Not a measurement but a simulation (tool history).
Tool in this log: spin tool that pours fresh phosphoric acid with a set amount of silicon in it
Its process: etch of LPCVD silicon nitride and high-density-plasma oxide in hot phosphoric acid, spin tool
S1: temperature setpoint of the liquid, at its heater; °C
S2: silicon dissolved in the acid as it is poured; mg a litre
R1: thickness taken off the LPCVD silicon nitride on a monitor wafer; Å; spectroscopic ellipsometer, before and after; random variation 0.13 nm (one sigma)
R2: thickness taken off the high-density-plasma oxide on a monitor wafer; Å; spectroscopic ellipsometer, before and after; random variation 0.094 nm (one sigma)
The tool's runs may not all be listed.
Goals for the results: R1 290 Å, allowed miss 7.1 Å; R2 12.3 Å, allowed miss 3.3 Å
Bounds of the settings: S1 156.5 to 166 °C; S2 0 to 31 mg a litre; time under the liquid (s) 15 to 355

Run 1, hour 0: S1 161 °C, S2 13.5 mg a litre, time under the liquid (s) 180. Result: R1 167.66 Å, R2 4.8814 Å.
Run 2, hour 8.7: S1 162.5 °C, S2 11 mg a litre, time under the liquid (s) 205. Result: R1 202.2 Å, R2 8.6816 Å.
Run 3, hour 17: S1 162.5 °C, S2 11 mg a litre, time under the liquid (s) 135. Result: R1 132.23 Å, R2 5.2886 Å.
Run 4, hour 21.8: S1 162.5 °C, S2 11 mg a litre, time under the liquid (s) 70. Result: R1 69.265 Å, R2 2.2983 Å.
Run 5, hour 22.7: S1 164 °C, S2 11 mg a litre, time under the liquid (s) 70. Result: R1 72.41 Å, R2 2.9514 Å.
Run 6, hour 27: S1 163.5 °C, S2 12 mg a litre, time under the liquid (s) 125. Result: R1 126.2 Å, R2 4.8938 Å.
Run 7, hour 29.1: S1 164.5 °C, S2 14.5 mg a litre, time under the liquid (s) 145. Result: R1 153.51 Å, R2 5.3346 Å.
Run 8, hour 31: S1 165 °C, S2 14 mg a litre, time under the liquid (s) 170. Result: R1 182.83 Å, R2 6.8563 Å.
Run 9, hour 31.7: S1 165 °C, S2 14 mg a litre, time under the liquid (s) 170. Result: R1 180.9 Å, R2 7.9222 Å.
Run 10, hour 36.7: S1 165.5 °C, S2 15.5 mg a litre, time under the liquid (s) 185. Result: R1 200.69 Å, R2 6.6983 Å.
Run 11, hour 41.9: S1 165.5 °C, S2 14.5 mg a litre, time under the liquid (s) 200. Result: R1 218.47 Å, R2 8.4014 Å.
Run 12, hour 46.3: S1 166 °C, S2 14.5 mg a litre, time under the liquid (s) 255. Result: R1 280.01 Å, R2 10.97 Å.

Of the 4 settings listed for the next run, only one would bring every result within its allowed miss of target. Which one?
Run A, hour 50.7: S1 163 °C, S2 7 mg a litre, time under the liquid (s) 290. Result: R1 ?, R2 ?.
Run B, hour 50.7: S1 166 °C, S2 20.5 mg a litre, time under the liquid (s) 250. Result: R1 ?, R2 ?.
Run C, hour 50.7: S1 165 °C, S2 14 mg a litre, time under the liquid (s) 290. Result: R1 ?, R2 ?.
Run D, hour 50.7: S1 165 °C, S2 29.5 mg a litre, time under the liquid (s) 250. Result: R1 ?, R2 ?.

move      R1      R2
   A   292.4  11.756
   B  278.22  9.3266
   C  312.33  11.747
   D  269.25  6.6463
A: in spec on every target
B: the biggest miss grows against the last run
C: takes the biggest miss from the last run beyond its target
D: the biggest miss grows against the last run
Go with A: it meets all targets.
